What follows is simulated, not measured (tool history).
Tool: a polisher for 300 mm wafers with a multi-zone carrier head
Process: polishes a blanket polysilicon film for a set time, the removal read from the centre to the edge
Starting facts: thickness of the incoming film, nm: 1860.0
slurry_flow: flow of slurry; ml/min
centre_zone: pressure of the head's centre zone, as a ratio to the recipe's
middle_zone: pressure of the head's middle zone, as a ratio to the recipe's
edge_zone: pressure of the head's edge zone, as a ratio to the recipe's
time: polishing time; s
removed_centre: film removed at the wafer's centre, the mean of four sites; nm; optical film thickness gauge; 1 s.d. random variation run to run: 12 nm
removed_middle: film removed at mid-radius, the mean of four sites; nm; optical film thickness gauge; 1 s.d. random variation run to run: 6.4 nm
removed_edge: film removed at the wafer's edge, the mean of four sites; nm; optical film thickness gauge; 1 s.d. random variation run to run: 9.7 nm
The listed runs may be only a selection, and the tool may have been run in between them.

Run 1, hour 0: slurry_flow 210 ml/min, centre_zone 1, middle_zone 1, edge_zone 1, time 83 s. Result: removed_centre 589.31 nm, removed_middle 590.06 nm, removed_edge 582.94 nm.
Run 2, hour 0.6: slurry_flow 210 ml/min, centre_zone 1, middle_zone 1, edge_zone 1, time 70 s. Result: removed_centre 490.43 nm, removed_middle 497.59 nm, removed_edge 499.84 nm.
Run 3, hour 4.6: slurry_flow 210 ml/min, centre_zone 1, middle_zone 1, edge_zone 1.07, time 70 s. Result: removed_centre 494.58 nm, removed_middle 494.77 nm, removed_edge 514.71 nm.
Run 4, hour 8: slurry_flow 220 ml/min, centre_zone 1.01, middle_zone 1.01, edge_zone 1.1, time 81 s. Result: removed_centre 579.38 nm, removed_middle 576.81 nm, removed_edge 602.77 nm.
Run 5, hour 13.1: slurry_flow 220 ml/min, centre_zone 1.01, middle_zone 0.97, edge_zone 1.1, time 81 s. Result: removed_centre 595.26 nm, removed_middle 565.27 nm, removed_edge 596.11 nm.
Run 6, hour 19.5: slurry_flow 230 ml/min, centre_zone 1.03, middle_zone 1, edge_zone 1.12, time 87 s. Result: removed_centre 637.42 nm, removed_middle 618.6 nm, removed_edge 652.24 nm.
At hour 20.8: edge zone pressure recalibrated.
Run 7, hour 20.8: slurry_flow 240 ml/min, centre_zone 1.06, middle_zone 1.02, edge_zone 1.13, time 92 s. Result: removed_centre 703.3 nm, removed_middle 671.51 nm, removed_edge 729 nm.
Run 8, hour 22: slurry_flow 250 ml/min, centre_zone 1.09, middle_zone 1.05, edge_zone 1.09, time 94 s. Result: removed_centre 753.58 nm, removed_middle 714.54 nm, removed_edge 724.97 nm.
Run 9, hour 26.1: slurry_flow 260 ml/min, centre_zone 1.1, middle_zone 1.07, edge_zone 1.11, time 95 s. Result: removed_centre 768.85 nm, removed_middle 741.02 nm, removed_edge 738.35 nm.

Forecast run 10:
Run 10, hour 30.9: slurry_flow 265 ml/min, centre_zone 1.1, middle_zone 1.07, edge_zone 1.13, time 96 s. Result: removed_centre ?, removed_middle ?, removed_edge ?.

{"run 10": {"removed_centre": 784.72, "removed_middle": 736.99, "removed_edge": 780.95}}
